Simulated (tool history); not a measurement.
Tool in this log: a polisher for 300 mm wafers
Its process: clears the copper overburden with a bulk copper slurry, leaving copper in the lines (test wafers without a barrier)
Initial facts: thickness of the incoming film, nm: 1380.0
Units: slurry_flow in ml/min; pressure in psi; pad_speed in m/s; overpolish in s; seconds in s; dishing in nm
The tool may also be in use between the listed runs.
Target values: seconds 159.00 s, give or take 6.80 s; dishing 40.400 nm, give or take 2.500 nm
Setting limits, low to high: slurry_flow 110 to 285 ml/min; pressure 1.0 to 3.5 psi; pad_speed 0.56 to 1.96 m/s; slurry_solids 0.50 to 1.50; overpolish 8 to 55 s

{"run": 1, "hour": 0.0, "slurry_flow": 180, "pressure": 2.2, "pad_speed": 1.26, "slurry_solids": 1.0, "overpolish": 28, "seconds": 131.69, "dishing": 77.606}
{"run": 2, "hour": 6.5, "slurry_flow": 180, "pressure": 1.8, "pad_speed": 1.4, "slurry_solids": 1.05, "overpolish": 21, "seconds": 139.22, "dishing": 64.965}
{"run": 3, "hour": 12.1, "slurry_flow": 180, "pressure": 1.8, "pad_speed": 1.4, "slurry_solids": 1.1, "overpolish": 21, "seconds": 140.92, "dishing": 65.261}
{"run": 4, "hour": 16.5, "slurry_flow": 160, "pressure": 1.5, "pad_speed": 1.52, "slurry_solids": 1.0, "overpolish": 17, "seconds": 156.46, "dishing": 54.703}
{"run": 5, "hour": 23.6, "slurry_flow": 160, "pressure": 1.5, "pad_speed": 1.3, "slurry_solids": 1.0, "overpolish": 17, "seconds": 186.62, "dishing": 50.756}
{"run": 6, "hour": 29.6, "slurry_flow": 185, "pressure": 1.5, "pad_speed": 1.3, "slurry_solids": 1.0, "overpolish": 17, "seconds": 184.43, "dishing": 52.149}
{"run": 7, "hour": 33.8, "slurry_flow": 135, "pressure": 1.0, "pad_speed": 1.66, "slurry_solids": 1.05, "overpolish": 8, "seconds": 217.88, "dishing": 27.039}
{"run": 8, "hour": 34.7, "slurry_flow": 170, "pressure": 1.1, "pad_speed": 1.66, "slurry_solids": 1.05, "overpolish": 8, "seconds": 194.18, "dishing": 29.501}
{"run": 9, "hour": 43.2, "slurry_flow": 175, "pressure": 1.2, "pad_speed": 1.64, "slurry_solids": 1.05, "overpolish": 9, "seconds": 180.0, "dishing": 33.896}
{"run": 10, "hour": 50.4, "slurry_flow": 190, "pressure": 1.2, "pad_speed": 1.62, "slurry_solids": 1.05, "overpolish": 9, "seconds": 183.37, "dishing": 35.122}
{"run": 11, "hour": 51.8, "slurry_flow": 205, "pressure": 1.3, "pad_speed": 1.62, "slurry_solids": 1.05, "overpolish": 9, "seconds": 168.77, "dishing": 35.61}
{"run": 12, "hour": 53.8, "slurry_flow": 210, "pressure": 1.5, "pad_speed": 1.6, "slurry_solids": 1.05, "overpolish": 22, "seconds": 148.03, "dishing": 63.448}
{"run": 13, "hour": 57.4, "slurry_flow": 205, "pressure": 1.4, "pad_speed": 1.64, "slurry_solids": 1.1, "overpolish": 19, "seconds": 155.67, "dishing": 58.146}
{"run": 14, "hour": 59.7, "slurry_flow": 195, "pressure": 1.4, "pad_speed": 1.66, "slurry_solids": 1.0, "overpolish": 17, "seconds": 152.54, "dishing": 54.849}
{"run": 15, "hour": 65.8, "slurry_flow": 190, "pressure": 1.4, "pad_speed": 1.68, "slurry_solids": 1.1, "overpolish": 16, "seconds": 150.07, "dishing": 54.57}
{"run": 16, "hour": 72.9, "slurry_flow": 190, "pressure": 1.4, "pad_speed": 1.68, "slurry_solids": 1.0, "overpolish": 15, "seconds": 155.23, "dishing": 52.876}
{"run": 17, "hour": 81.2, "slurry_flow": 185, "pressure": 1.4, "pad_speed": 1.68, "slurry_solids": 1.1, "overpolish": 15, "seconds": 149.98, "dishing": 52.25}
{"run": 18, "hour": 84.7, "slurry_flow": 185, "pressure": 1.4, "pad_speed": 1.68, "slurry_solids": 1.1, "overpolish": 13, "seconds": 152.47, "dishing": 49.293}
{"run": 19, "hour": 90.8, "slurry_flow": 185, "pressure": 1.4, "pad_speed": 1.68, "slurry_solids": 1.1, "overpolish": 13, "seconds": 155.06, "dishing": 48.972}
{"run": 20, "hour": 98.5, "slurry_flow": 185, "pressure": 1.4, "pad_speed": 1.68, "slurry_solids": 1.05, "overpolish": 11, "seconds": 153.35, "dishing": 44.802}

Which one of the following 4 next-run settings gets every result inside its allowed miss? There is exactly one.
{"run": "A", "hour": 106.2, "slurry_flow": 190, "pressure": 1.5, "pad_speed": 1.46, "slurry_solids": 1.2, "overpolish": 10, "seconds": "?", "dishing": "?"}
{"run": "B", "hour": 106.2, "slurry_flow": 190, "pressure": 1.3, "pad_speed": 1.72, "slurry_solids": 1.2, "overpolish": 12, "seconds": "?", "dishing": "?"}
{"run": "C", "hour": 106.2, "slurry_flow": 225, "pressure": 1.5, "pad_speed": 1.62, "slurry_solids": 0.8, "overpolish": 13, "seconds": "?", "dishing": "?"}
{"run": "D", "hour": 106.2, "slurry_flow": 170, "pressure": 1.4, "pad_speed": 1.52, "slurry_solids": 1.2, "overpolish": 16, "seconds": "?", "dishing": "?"}

move=A seconds=163.63 dishing=42.065
move=B seconds=159.83 dishing=46.252
move=C seconds=156.37 dishing=50.311
move=D seconds=169.89 dishing=52.731
A: every result within its allowed miss
B: lands further from the targets than the last run did
C: lands further from the targets than the last run did
D: lands further from the targets than the last run did
The move that meets every target is A.
